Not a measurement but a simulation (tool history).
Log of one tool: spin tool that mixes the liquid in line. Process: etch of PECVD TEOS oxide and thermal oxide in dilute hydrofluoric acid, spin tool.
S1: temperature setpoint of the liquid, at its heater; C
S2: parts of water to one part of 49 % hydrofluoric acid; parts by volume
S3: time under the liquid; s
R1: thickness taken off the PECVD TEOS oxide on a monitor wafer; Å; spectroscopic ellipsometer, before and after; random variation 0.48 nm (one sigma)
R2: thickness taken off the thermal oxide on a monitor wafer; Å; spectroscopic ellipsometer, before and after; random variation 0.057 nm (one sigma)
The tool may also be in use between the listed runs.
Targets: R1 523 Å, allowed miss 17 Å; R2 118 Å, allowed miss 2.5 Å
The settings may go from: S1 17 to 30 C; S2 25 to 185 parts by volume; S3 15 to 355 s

run	hour	S1	S2	S3	R1	R2
1	0	22	105	180	390.29	88.397
2	3.9	22	125	180	317.15	71.778
3	5.8	23.5	120	180	350.94	80.152
4	8.7	23.5	120	250	490.86	112.26
5	12.4	24	120	250	507.69	113.91
6	16.2	24	120	280	568.58	127.6
7	18.6	23.5	120	280	559.09	125.25
8	23.3	23	120	280	542.26	122.35

Which of these 4 next moves meets every target?
A	28	24	130	300	?	?
B	28	25	130	290	?	?
C	28	20.5	105	275	?	?
D	28	30	140	245	?	?

move	R1	R2
A	547.62	124.5
B	550.38	125.13
C	554.62	126.09
D	515.26	117.14
A: further off than the last run
B: further off than the last run
C: further off than the last run
D: meets every target
Answer: D

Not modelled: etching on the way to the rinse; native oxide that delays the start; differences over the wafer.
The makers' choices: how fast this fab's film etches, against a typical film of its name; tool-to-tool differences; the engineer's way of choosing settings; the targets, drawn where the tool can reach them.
